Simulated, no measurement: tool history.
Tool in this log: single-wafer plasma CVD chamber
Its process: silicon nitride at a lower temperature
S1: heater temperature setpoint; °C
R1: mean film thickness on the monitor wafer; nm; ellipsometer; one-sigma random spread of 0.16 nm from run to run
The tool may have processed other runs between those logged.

Run 1, hour 0: S1 330 °C, chamber pressure (Torr) 1.2, RF power (W) 345, deposition time (s) 29.3. Result: R1 34.682 nm.
Run 2, hour 6.3: S1 330 °C, chamber pressure (Torr) 1.03, RF power (W) 345, deposition time (s) 29.3. Result: R1 33.372 nm.
Run 3, hour 7.6: S1 330 °C, chamber pressure (Torr) 0.99, RF power (W) 340, deposition time (s) 29.3. Result: R1 32.92 nm.
Run 4, hour 10.9: S1 330 °C, chamber pressure (Torr) 0.99, RF power (W) 340, deposition time (s) 27.9. Result: R1 31.23 nm.
Run 5, hour 16.6: S1 330 °C, chamber pressure (Torr) 0.97, RF power (W) 340, deposition time (s) 27.9. Result: R1 31.184 nm.
Run 6, hour 19.1: S1 330 °C, chamber pressure (Torr) 0.97, RF power (W) 340, deposition time (s) 27.9. Result: R1 30.975 nm.
Run 7, hour 25.7: S1 330 °C, chamber pressure (Torr) 0.96, RF power (W) 340, deposition time (s) 27.9. Result: R1 31.157 nm.

Estimate the outcome of run 8 from the log above:
Run 8, hour 33.7: S1 330 °C, chamber pressure (Torr) 0.94, RF power (W) 340, deposition time (s) 27.9. Result: R1 ?.

Run 8 produced R1 31.041 nm.
